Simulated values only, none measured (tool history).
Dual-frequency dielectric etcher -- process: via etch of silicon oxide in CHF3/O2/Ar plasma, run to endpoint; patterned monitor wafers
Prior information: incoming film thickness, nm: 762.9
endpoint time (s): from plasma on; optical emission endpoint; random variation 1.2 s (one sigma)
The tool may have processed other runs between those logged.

Run 1, hour 0.0: source power (kW) 0.820, bias power (kW) 0.159. Result: endpoint time (s) 348.82.
Run 2, hour 4.5: source power (kW) 0.820, bias power (kW) 0.185. Result: endpoint time (s) 332.24.
Run 3, hour 9.0: source power (kW) 0.840, bias power (kW) 0.186. Result: endpoint time (s) 330.34.
Run 4, hour 12.3: source power (kW) 0.860, bias power (kW) 0.187. Result: endpoint time (s) 327.18.
Run 5, hour 21.5: source power (kW) 0.770, bias power (kW) 0.187. Result: endpoint time (s) 337.65.
Run 6, hour 26.2: source power (kW) 0.770, bias power (kW) 0.197. Result: endpoint time (s) 333.36.
Run 7, hour 34.3: source power (kW) 0.790, bias power (kW) 0.198. Result: endpoint time (s) 332.89.
Run 8, hour 43.4: source power (kW) 0.810, bias power (kW) 0.199. Result: endpoint time (s) 324.85.

Estimate the outcome of run 9 from the log above:
Run 9, hour 45.8: source power (kW) 0.820, bias power (kW) 0.200. Result: endpoint time (s) ?.

endpoint time (s): 324.40
